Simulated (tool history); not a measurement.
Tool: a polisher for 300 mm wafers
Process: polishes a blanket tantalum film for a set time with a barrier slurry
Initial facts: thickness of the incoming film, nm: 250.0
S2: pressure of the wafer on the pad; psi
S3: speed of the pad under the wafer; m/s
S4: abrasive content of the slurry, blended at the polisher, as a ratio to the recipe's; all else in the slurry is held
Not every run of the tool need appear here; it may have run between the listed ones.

{"run": 1, "hour": 0.0, "flow of slurry (ml/min)": 260, "S2": 1.8, "S3": 1.2, "S4": 1.0, "polishing time (s)": 35, "film removed (angstrom)": 728.7}
{"run": 2, "hour": 8.7, "flow of slurry (ml/min)": 260, "S2": 1.7, "S3": 1.2, "S4": 1.0, "polishing time (s)": 35, "film removed (angstrom)": 700.17}
{"run": 3, "hour": 11.7, "flow of slurry (ml/min)": 220, "S2": 1.7, "S3": 1.2, "S4": 1.0, "polishing time (s)": 35, "film removed (angstrom)": 667.73}
{"run": 4, "hour": 16.0, "flow of slurry (ml/min)": 180, "S2": 1.7, "S3": 1.2, "S4": 1.0, "polishing time (s)": 35, "film removed (angstrom)": 652.9}
{"run": 5, "hour": 16.7, "flow of slurry (ml/min)": 155, "S2": 1.7, "S3": 1.2, "S4": 1.0, "polishing time (s)": 35, "film removed (angstrom)": 639.48}
{"run": 6, "hour": 19.1, "flow of slurry (ml/min)": 190, "S2": 1.7, "S3": 1.2, "S4": 1.0, "polishing time (s)": 35, "film removed (angstrom)": 657.06}
{"run": 7, "hour": 26.9, "flow of slurry (ml/min)": 185, "S2": 1.6, "S3": 1.2, "S4": 1.0, "polishing time (s)": 35, "film removed (angstrom)": 621.68}

Estimate the outcome of run 8 from the log above:
{"run": 8, "hour": 27.6, "flow of slurry (ml/min)": 180, "S2": 1.5, "S3": 1.2, "S4": 1.0, "polishing time (s)": 35, "film removed (angstrom)": "?"}

{"run 8": {"film removed (angstrom)": 578.09}}
